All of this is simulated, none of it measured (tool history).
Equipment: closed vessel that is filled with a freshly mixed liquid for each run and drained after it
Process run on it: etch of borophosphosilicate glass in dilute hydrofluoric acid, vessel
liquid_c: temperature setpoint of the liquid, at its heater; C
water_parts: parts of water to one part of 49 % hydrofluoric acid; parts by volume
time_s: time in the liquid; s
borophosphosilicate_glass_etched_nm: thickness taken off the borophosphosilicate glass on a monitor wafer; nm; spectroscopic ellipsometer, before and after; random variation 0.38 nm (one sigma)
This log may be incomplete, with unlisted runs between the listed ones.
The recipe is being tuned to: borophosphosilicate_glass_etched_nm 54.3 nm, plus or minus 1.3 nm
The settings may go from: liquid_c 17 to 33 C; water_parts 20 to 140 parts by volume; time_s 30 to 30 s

run,hour,liquid_c,water_parts,time_s,borophosphosilicate_glass_etched_nm
1,0,25,75,30,20.752
2,2.3,25,75,30,21.007
3,3.1,26.5,65,30,25.945
4,5.7,26.5,50,30,34.528
5,7.4,27.5,50,30,36.048
6,9.5,28.5,50,30,37.851
7,10.7,29.5,50,30,39.136
8,14.9,33,35,30,65.539
9,21.7,32.5,35,30,63.67
10,25,32,35,30,62.573
11,26.6,31.5,35,30,61.613
12,32.4,31,35,30,59.749

Which one of the following 4 next-run settings gets every result inside its allowed miss? There is exactly one.
A,38.2,29.5,30,30,?
B,38.2,33,35,30,?
C,38.2,30,30,30,?
D,38.2,28.5,35,30,?

move,borophosphosilicate_glass_etched_nm
A,66.166
B,64.606
C,67.507
D,54.062
A: its largest miss is bigger than the last run's
B: its largest miss is bigger than the last run's
C: its largest miss is bigger than the last run's
D: each result inside its tolerance
Go with D: it meets all targets.
